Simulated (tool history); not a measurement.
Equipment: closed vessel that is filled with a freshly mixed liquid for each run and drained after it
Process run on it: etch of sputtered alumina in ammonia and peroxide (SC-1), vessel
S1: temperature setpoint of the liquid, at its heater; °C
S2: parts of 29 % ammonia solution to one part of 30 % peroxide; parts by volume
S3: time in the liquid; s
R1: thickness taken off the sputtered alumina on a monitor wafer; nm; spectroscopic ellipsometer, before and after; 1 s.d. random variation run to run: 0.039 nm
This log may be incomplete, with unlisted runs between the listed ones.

Run 1, hour 0.0: S1 47.0 °C, S2 0.5 parts by volume, S3 250 s. Result: R1 14.1190 nm.
Run 2, hour 7.2: S1 47.0 °C, S2 0.4 parts by volume, S3 250 s. Result: R1 13.9800 nm.
Run 3, hour 10.2: S1 47.0 °C, S2 0.4 parts by volume, S3 195 s. Result: R1 10.8670 nm.
Run 4, hour 19.1: S1 47.0 °C, S2 0.3 parts by volume, S3 195 s. Result: R1 10.5030 nm.
Run 5, hour 20.5: S1 46.0 °C, S2 0.3 parts by volume, S3 195 s. Result: R1 9.9437 nm.
Run 6, hour 27.8: S1 45.0 °C, S2 0.3 parts by volume, S3 195 s. Result: R1 9.3920 nm.
Run 7, hour 35.0: S1 44.5 °C, S2 0.3 parts by volume, S3 195 s. Result: R1 9.0822 nm.

Run 8 is up next; what results do you expect?
Run 8, hour 42.4: S1 44.0 °C, S2 0.3 parts by volume, S3 195 s. Result: R1 ?.

R1: 8.8866 nm
